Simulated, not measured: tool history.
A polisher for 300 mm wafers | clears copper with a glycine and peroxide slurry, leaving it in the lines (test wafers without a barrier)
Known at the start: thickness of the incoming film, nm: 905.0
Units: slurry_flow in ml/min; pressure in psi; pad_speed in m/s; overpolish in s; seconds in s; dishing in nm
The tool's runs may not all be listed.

| run | day | slurry_flow | pressure | pad_speed | overpolish | seconds | dishing |
|---|---|---|---|---|---|---|---|
| 1 | 0.000 | 295 | 2.7 | 1.26 | 16 | 130.24 | 59.345 |
| 2 | 0.262 | 295 | 2.7 | 1.26 | 23 | 132.57 | 74.131 |
| 3 | 0.558 | 295 | 2.7 | 1.26 | 17 | 130.17 | 62.819 |
| 4 | 0.821 | 325 | 2.7 | 1.26 | 17 | 127.80 | 62.716 |
| 5 | 0.900 | 325 | 2.5 | 1.26 | 17 | 136.65 | 59.503 |
| 6 | 1.062 | 325 | 2.9 | 1.26 | 17 | 122.96 | 65.468 |

The next listed run, before its measurement:
| 7 | 1.217 | 325 | 2.5 | 1.26 | 14 | ? | ? |

{"run 7": {"seconds": 136.44, "dishing": 52.099}}

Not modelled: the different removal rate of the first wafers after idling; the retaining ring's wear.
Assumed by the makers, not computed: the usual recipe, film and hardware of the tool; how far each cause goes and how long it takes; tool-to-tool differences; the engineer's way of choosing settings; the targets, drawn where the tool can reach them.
